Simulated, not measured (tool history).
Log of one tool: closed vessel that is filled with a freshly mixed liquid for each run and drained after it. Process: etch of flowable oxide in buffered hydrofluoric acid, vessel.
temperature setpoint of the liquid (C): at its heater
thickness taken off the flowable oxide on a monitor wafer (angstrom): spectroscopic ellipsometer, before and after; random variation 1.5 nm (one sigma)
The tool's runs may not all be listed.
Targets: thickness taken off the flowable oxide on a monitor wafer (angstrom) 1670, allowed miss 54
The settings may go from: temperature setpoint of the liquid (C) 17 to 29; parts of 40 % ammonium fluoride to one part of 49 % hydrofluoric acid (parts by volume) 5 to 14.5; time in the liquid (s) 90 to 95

| run | hour | temperature setpoint of the liquid (C) | parts of 40 % ammonium fluoride to one part of 49 % hydrofluoric acid (parts by volume) | time in the liquid (s) | thickness taken off the flowable oxide on a monitor wafer (angstrom) |
|---|---|---|---|---|---|
| 1 | 0 | 21 | 9 | 90 | 2512 |
| 2 | 5.4 | 20.5 | 9.5 | 90 | 2412.6 |
| 3 | 13.4 | 20.5 | 7.5 | 90 | 2989.2 |
| 4 | 18.7 | 20.5 | 9 | 90 | 2455.8 |
| 5 | 21.3 | 20.5 | 9 | 95 | 2597.9 |
| 6 | 23.2 | 21.5 | 9 | 95 | 2738 |
| 7 | 29.7 | 21.5 | 9 | 95 | 2730.4 |
| 8 | 32 | 21 | 9.5 | 95 | 2571 |
| 9 | 36.7 | 20.5 | 10 | 95 | 2424.9 |
| 10 | 40.1 | 20 | 10.5 | 95 | 2244.4 |
| 11 | 45.6 | 19.5 | 11 | 95 | 2113 |
| 12 | 52.3 | 19 | 11 | 95 | 2058 |
| 13 | 54.7 | 18.5 | 11 | 95 | 1988.8 |
| 14 | 62.9 | 17.5 | 11.5 | 95 | 1788.4 |

Which of these 4 next moves meets every target?
| A | 71.1 | 18.5 | 12 | 95 | ? |
| B | 71.1 | 19.5 | 12 | 90 | ? |
| C | 71.1 | 17.5 | 10.5 | 90 | ? |
| D | 71.1 | 19.5 | 13 | 90 | ? |

| move | thickness taken off the flowable oxide on a monitor wafer (angstrom) |
|---|---|
| A | 1806.6 |
| B | 1810.9 |
| C | 1842.4 |
| D | 1674.3 |
A: further off than the last run
B: further off than the last run
C: further off than the last run
D: meets every target
Move D is the one to make.
